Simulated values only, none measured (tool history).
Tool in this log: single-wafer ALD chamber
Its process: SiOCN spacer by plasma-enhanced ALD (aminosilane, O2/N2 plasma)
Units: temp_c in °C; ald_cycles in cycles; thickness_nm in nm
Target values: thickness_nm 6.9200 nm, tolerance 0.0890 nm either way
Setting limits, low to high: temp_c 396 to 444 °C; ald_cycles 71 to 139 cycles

run,hour,temp_c,ald_cycles,thickness_nm
1,0.0,420,105,5.9556
2,1.3,420,94,5.3194
3,6.0,425,94,5.2253
4,6.8,425,108,6.0415
5,13.1,425,96,5.3376
6,17.1,422,98,5.5198
7,26.0,419,100,5.6987
8,30.6,417,101,5.8068
9,31.1,417,101,5.8005

Which of these 4 next moves meets every target?
A,31.6,408,124,?
B,31.6,411,134,?
C,31.6,410,93,?
D,31.6,417,121,?

move,thickness_nm
A,7.3093
B,7.8167
C,5.4440
D,6.9101
A: pushes the last run's worst result past its target
B: pushes the last run's worst result past its target
C: moves away from the targets compared with the last run
D: in spec on every target
Go with D: it meets all targets.
